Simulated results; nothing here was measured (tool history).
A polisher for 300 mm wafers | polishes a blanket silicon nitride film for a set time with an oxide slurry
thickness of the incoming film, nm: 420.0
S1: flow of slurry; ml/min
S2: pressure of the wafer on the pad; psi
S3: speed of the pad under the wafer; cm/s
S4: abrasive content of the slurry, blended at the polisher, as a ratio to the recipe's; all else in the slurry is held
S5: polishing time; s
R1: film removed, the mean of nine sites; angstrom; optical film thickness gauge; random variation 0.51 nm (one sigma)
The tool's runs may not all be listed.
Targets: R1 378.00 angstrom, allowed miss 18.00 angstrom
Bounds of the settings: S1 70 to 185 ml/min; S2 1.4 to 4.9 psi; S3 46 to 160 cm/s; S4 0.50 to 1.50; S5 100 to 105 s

{"run": 1, "hour": 0.0, "S1": 120, "S2": 3.1, "S3": 102, "S4": 1.0, "S5": 100, "R1": 608.96}
{"run": 2, "hour": 4.1, "S1": 120, "S2": 3.1, "S3": 102, "S4": 1.0, "S5": 100, "R1": 615.95}
{"run": 3, "hour": 7.5, "S1": 120, "S2": 3.1, "S3": 116, "S4": 1.0, "S5": 100, "R1": 667.46}
{"run": 4, "hour": 11.6, "S1": 120, "S2": 2.6, "S3": 114, "S4": 1.0, "S5": 100, "R1": 545.9}
{"run": 5, "hour": 19.0, "S1": 120, "S2": 2.3, "S3": 114, "S4": 1.0, "S5": 100, "R1": 495.95}
{"run": 6, "hour": 26.0, "S1": 140, "S2": 2.3, "S3": 114, "S4": 1.0, "S5": 100, "R1": 513.89}
{"run": 7, "hour": 26.9, "S1": 135, "S2": 2.1, "S3": 114, "S4": 1.0, "S5": 100, "R1": 469.24}
{"run": 8, "hour": 33.0, "S1": 135, "S2": 1.9, "S3": 114, "S4": 1.0, "S5": 100, "R1": 421.16}
{"run": 9, "hour": 38.9, "S1": 130, "S2": 1.8, "S3": 114, "S4": 1.0, "S5": 100, "R1": 385.7}

Which of these 4 next moves meets every target?
{"run": "A", "hour": 44.8, "S1": 130, "S2": 2.0, "S3": 104, "S4": 0.75, "S5": 100, "R1": "?"}
{"run": "B", "hour": 44.8, "S1": 125, "S2": 1.9, "S3": 116, "S4": 0.9, "S5": 100, "R1": "?"}
{"run": "C", "hour": 44.8, "S1": 170, "S2": 1.9, "S3": 104, "S4": 1.05, "S5": 105, "R1": "?"}
{"run": "D", "hour": 44.8, "S1": 110, "S2": 1.7, "S3": 120, "S4": 1.15, "S5": 105, "R1": "?"}

move=A R1=380.00
move=B R1=411.55
move=C R1=440.60
move=D R1=416.14
A: meets every target
B: further off than the last run
C: further off than the last run
D: further off than the last run
Move A is the one to make.

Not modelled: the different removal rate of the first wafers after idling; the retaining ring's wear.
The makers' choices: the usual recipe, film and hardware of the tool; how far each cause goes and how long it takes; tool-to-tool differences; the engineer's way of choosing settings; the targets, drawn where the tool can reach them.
